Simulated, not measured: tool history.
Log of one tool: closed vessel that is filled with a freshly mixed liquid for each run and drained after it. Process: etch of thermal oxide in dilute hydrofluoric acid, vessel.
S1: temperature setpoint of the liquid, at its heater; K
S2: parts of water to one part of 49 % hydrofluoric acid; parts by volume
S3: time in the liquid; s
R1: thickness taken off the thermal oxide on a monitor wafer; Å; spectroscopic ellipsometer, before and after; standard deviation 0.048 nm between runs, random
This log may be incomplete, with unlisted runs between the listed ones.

run	hour	S1	S2	S3	R1
1	0	298.15	165	325	87.954
2	2.3	298.15	135	325	114.31
3	5.6	298.15	135	350	122.56
4	7.9	298.15	105	350	163.03
5	13	298.15	105	350	162.11
6	19.8	295.65	105	350	148.28
7	22	294.65	125	350	114.66
8	24.5	293.65	135	350	100.59
9	30.7	293.15	145	350	92.544
10	38.2	292.65	155	350	83.361

Forecast run 11:
11	46.2	292.15	160	350	?

Run 11 came out at R1 79.73 Å.

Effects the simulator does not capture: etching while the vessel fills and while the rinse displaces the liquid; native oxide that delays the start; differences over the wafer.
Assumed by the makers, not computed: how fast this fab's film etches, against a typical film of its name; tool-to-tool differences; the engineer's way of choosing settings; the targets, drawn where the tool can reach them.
